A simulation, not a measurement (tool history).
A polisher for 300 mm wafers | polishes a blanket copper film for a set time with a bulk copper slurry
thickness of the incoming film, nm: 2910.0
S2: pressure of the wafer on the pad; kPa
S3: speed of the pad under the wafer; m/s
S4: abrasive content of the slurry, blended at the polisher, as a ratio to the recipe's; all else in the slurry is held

Run 1, hour 0.0: flow of slurry (ml/min) 250, S2 22.8 kPa, S3 1.40 m/s, S4 1.0, polishing time (s) 65. Result: film removed (angstrom) 7733.3.
Run 2, hour 5.6: flow of slurry (ml/min) 255, S2 24.1 kPa, S3 1.40 m/s, S4 1.0, polishing time (s) 65. Result: film removed (angstrom) 8188.0.
Run 3, hour 8.9: flow of slurry (ml/min) 255, S2 24.8 kPa, S3 1.40 m/s, S4 1.0, polishing time (s) 65. Result: film removed (angstrom) 8426.4.
Run 4, hour 14.7: flow of slurry (ml/min) 255, S2 24.8 kPa, S3 1.40 m/s, S4 1.2, polishing time (s) 65. Result: film removed (angstrom) 8713.7.
Run 5, hour 16.5: flow of slurry (ml/min) 255, S2 25.5 kPa, S3 1.40 m/s, S4 1.2, polishing time (s) 65. Result: film removed (angstrom) 9013.9.
Run 6, hour 21.7: flow of slurry (ml/min) 255, S2 31.0 kPa, S3 1.40 m/s, S4 1.2, polishing time (s) 65. Result: film removed (angstrom) 10888.0.
Run 7, hour 27.2: flow of slurry (ml/min) 250, S2 30.3 kPa, S3 1.40 m/s, S4 1.2, polishing time (s) 65. Result: film removed (angstrom) 10670.0.
Run 8, hour 34.1: flow of slurry (ml/min) 245, S2 29.6 kPa, S3 1.40 m/s, S4 1.2, polishing time (s) 65. Result: film removed (angstrom) 10241.0.

Run 9 comes next. What will it give?
Run 9, hour 43.0: flow of slurry (ml/min) 240, S2 29.6 kPa, S3 1.40 m/s, S4 1.2, polishing time (s) 65. Result: film removed (angstrom) ?.

film removed (angstrom): 10457.0

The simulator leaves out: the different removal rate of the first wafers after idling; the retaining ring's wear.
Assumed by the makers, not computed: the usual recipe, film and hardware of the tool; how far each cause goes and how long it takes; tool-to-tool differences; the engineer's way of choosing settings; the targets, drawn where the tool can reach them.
